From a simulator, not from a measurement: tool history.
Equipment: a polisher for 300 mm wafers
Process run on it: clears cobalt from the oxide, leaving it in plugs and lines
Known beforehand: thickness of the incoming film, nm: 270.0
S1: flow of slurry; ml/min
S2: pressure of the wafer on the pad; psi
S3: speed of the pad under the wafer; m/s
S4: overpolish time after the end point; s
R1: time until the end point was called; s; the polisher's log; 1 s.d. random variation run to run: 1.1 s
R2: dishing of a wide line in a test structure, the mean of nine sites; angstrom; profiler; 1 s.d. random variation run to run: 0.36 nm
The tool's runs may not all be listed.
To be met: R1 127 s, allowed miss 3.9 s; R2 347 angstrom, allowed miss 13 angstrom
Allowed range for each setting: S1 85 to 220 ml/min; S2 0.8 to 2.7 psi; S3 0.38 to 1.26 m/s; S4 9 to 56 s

{"run": 1, "day": 0.0, "S1": 140, "S2": 1.7, "S3": 0.82, "S4": 29, "R1": 95.891, "R2": 410.28}
{"run": 2, "day": 0.279, "S1": 140, "S2": 1.7, "S3": 0.64, "S4": 29, "R1": 121.6, "R2": 370}
{"run": 3, "day": 0.454, "S1": 135, "S2": 1.7, "S3": 0.64, "S4": 27, "R1": 122.94, "R2": 358.84}
{"run": 4, "day": 0.642, "S1": 135, "S2": 1.7, "S3": 0.74, "S4": 27, "R1": 106.57, "R2": 383.58}
{"run": 5, "day": 0.867, "S1": 135, "S2": 2, "S3": 0.74, "S4": 27, "R1": 89.044, "R2": 408.3}
{"run": 6, "day": 0.996, "S1": 135, "S2": 2, "S3": 0.74, "S4": 36, "R1": 90.377, "R2": 444.23}
{"run": 7, "day": 1.3, "S1": 135, "S2": 2, "S3": 0.74, "S4": 36, "R1": 90.295, "R2": 437.15}
{"run": 8, "day": 1.45, "S1": 120, "S2": 1.5, "S3": 0.74, "S4": 25, "R1": 123.08, "R2": 341.17}
{"run": 9, "day": 1.621, "S1": 120, "S2": 1.5, "S3": 0.74, "S4": 27, "R1": 122.03, "R2": 352.63}
{"run": 10, "day": 1.796, "S1": 115, "S2": 1.5, "S3": 0.74, "S4": 28, "R1": 122.76, "R2": 363.76}

Which one of the following 5 next-run settings gets every result inside its allowed miss? There is exactly one.
{"run": "A", "day": 1.971, "S1": 125, "S2": 1.4, "S3": 0.76, "S4": 31, "R1": "?", "R2": "?"}
{"run": "B", "day": 1.971, "S1": 115, "S2": 1.4, "S3": 0.76, "S4": 27, "R1": "?", "R2": "?"}
{"run": "C", "day": 1.971, "S1": 145, "S2": 1.6, "S3": 0.7, "S4": 31, "R1": "?", "R2": "?"}
{"run": "D", "day": 1.971, "S1": 145, "S2": 1.9, "S3": 0.54, "S4": 31, "R1": "?", "R2": "?"}
{"run": "E", "day": 1.971, "S1": 110, "S2": 1.1, "S3": 0.98, "S4": 33, "R1": "?", "R2": "?"}

move=A R1=126.53 R2=381.83
move=B R1=128.08 R2=355.82
move=C R1=117.95 R2=393.1
move=D R1=128.08 R2=380
move=E R1=126.93 R2=391.55
A: misses by more than the last run did
B: each result inside its tolerance
C: misses by more than the last run did
D: misses by more than the last run did
E: misses by more than the last run did
The move that meets every target is B.
